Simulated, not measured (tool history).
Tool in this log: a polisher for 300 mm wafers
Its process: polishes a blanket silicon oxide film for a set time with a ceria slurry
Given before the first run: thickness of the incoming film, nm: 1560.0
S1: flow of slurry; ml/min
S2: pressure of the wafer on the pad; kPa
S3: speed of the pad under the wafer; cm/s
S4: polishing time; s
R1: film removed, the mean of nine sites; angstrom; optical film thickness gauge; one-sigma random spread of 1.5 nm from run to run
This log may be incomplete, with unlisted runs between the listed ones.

{"run": 1, "hour": 0.0, "S1": 275, "S2": 24.8, "S3": 96, "S4": 25, "R1": 972.07}
{"run": 2, "hour": 7.6, "S1": 275, "S2": 27.6, "S3": 96, "S4": 25, "R1": 1058}
{"run": 3, "hour": 14.5, "S1": 275, "S2": 27.6, "S3": 96, "S4": 25, "R1": 1079.3}
{"run": 4, "hour": 19.5, "S1": 275, "S2": 33.1, "S3": 96, "S4": 25, "R1": 1285.2}
{"run": 5, "hour": 24.6, "S1": 275, "S2": 33.1, "S3": 96, "S4": 22, "R1": 1145.1}
{"run": 6, "hour": 31.8, "S1": 275, "S2": 33.1, "S3": 96, "S4": 25, "R1": 1282.3}
{"run": 7, "hour": 34.0, "S1": 275, "S2": 34.5, "S3": 96, "S4": 25, "R1": 1328.8}

Forecast run 8:
{"run": 8, "hour": 38.5, "S1": 275, "S2": 35.2, "S3": 96, "S4": 25, "R1": "?"}

Run 8 produced R1 1345.2 angstrom.
